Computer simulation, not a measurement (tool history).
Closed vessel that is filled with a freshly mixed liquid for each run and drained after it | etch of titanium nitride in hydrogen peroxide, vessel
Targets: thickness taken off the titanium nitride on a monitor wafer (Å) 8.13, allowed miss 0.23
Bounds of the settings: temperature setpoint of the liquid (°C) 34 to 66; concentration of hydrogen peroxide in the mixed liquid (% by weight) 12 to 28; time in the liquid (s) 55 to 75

run  hour  temperature setpoint of the liquid (°C)  concentration of hydrogen peroxide in the mixed liquid (% by weight)  time in the liquid (s)  thickness taken off the titanium nitride on a monitor wafer (Å)
  1     0                                       50                                                                    19                      75                                                            17.35
  2   5.9                                       50                                                                    15                      75                                                           16.787
  3  12.4                                       48                                                                    15                      75                                                           14.708
  4  15.1                                       48                                                                    15                      55                                                           10.753
  5  21.9                                     47.5                                                                    15                      55                                                           10.308
  6  27.8                                       47                                                                    15                      55                                                           9.9944
  7    31                                     46.5                                                                    15                      55                                                           9.5012
  8  32.6                                       44                                                                    15                      55                                                           7.7789

Which of these 4 next moves meets every target?
  A  34.2                                     41.5                                                                  13.5                      70                                                                ?
  B  34.2                                     43.5                                                                  13.5                      55                                                                ?
  C  34.2                                       43                                                                  15.5                      55                                                                ?
  D  34.2                                       41                                                                  12.5                      70                                                                ?

move  thickness taken off the titanium nitride on a monitor wafer (Å)
   A                                                           8.1423
   B                                                           7.4434
   C                                                           7.3793
   D                                                           7.7124
A: meets every target
B: further off than the last run
C: further off than the last run
D: further off than the last run
Move A is the one to make.
